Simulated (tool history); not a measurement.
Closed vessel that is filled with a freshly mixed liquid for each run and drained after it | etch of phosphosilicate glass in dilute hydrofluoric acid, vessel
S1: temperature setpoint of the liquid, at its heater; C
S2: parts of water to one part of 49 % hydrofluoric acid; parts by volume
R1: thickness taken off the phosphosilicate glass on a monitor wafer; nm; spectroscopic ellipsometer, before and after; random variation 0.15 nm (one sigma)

run 1 day=0.000 | S1=25.0 S2=200 time_in_the_liquid_(s)=105 | R1=26.902
run 2 day=0.058 | S1=25.0 S2=240 time_in_the_liquid_(s)=105 | R1=21.680
run 3 day=0.225 | S1=23.0 S2=245 time_in_the_liquid_(s)=105 | R1=19.549
run 4 day=0.371 | S1=21.5 S2=245 time_in_the_liquid_(s)=105 | R1=18.254
run 5 day=0.496 | S1=23.0 S2=245 time_in_the_liquid_(s)=105 | R1=19.429
run 6 day=0.617 | S1=21.0 S2=245 time_in_the_liquid_(s)=105 | R1=18.301
run 7 day=0.796 | S1=20.0 S2=245 time_in_the_liquid_(s)=105 | R1=17.235
run 8 day=0.842 | S1=19.5 S2=245 time_in_the_liquid_(s)=105 | R1=17.228
run 9 day=1.054 | S1=19.0 S2=245 time_in_the_liquid_(s)=105 | R1=16.935

Forecast run 10:
run 10 day=1.388 | S1=18.5 S2=245 time_in_the_liquid_(s)=105 | R1=?

R1: 16.677 nm
